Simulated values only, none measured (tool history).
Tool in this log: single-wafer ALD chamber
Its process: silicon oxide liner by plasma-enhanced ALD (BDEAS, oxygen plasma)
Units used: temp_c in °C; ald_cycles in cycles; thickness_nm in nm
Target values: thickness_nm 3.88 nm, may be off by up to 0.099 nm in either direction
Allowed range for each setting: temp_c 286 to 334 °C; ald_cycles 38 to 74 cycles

run  hour  temp_c  ald_cycles  thickness_nm
  1     0     310          56        5.1671
  2   4.6     310          53        4.9206
  3  10.6     310          51        4.7522
  4    12     315          51        4.7062
  5  14.7     315          46        4.1956
     15.9  -- thermocouple changed; heater temperature recalibrated
  6  15.9     324          46        4.1533
  7  24.4     324          45        4.1314
  8  32.3     324          44         3.982

Below are 4 possible settings for the next run. Only one of them brings all results inside the allowed miss of their targets. Which is it?
  A  40.2     334          46             ?
  B  40.2     315          42             ?
  C  40.2     319          45             ?
  D  40.2     322          46             ?

move  thickness_nm
   A        4.1086
   B         3.846
   C        4.0994
   D        4.1741
A: lands further from the targets than the last run did
B: meets every target
C: lands further from the targets than the last run did
D: lands further from the targets than the last run did
Answer: B
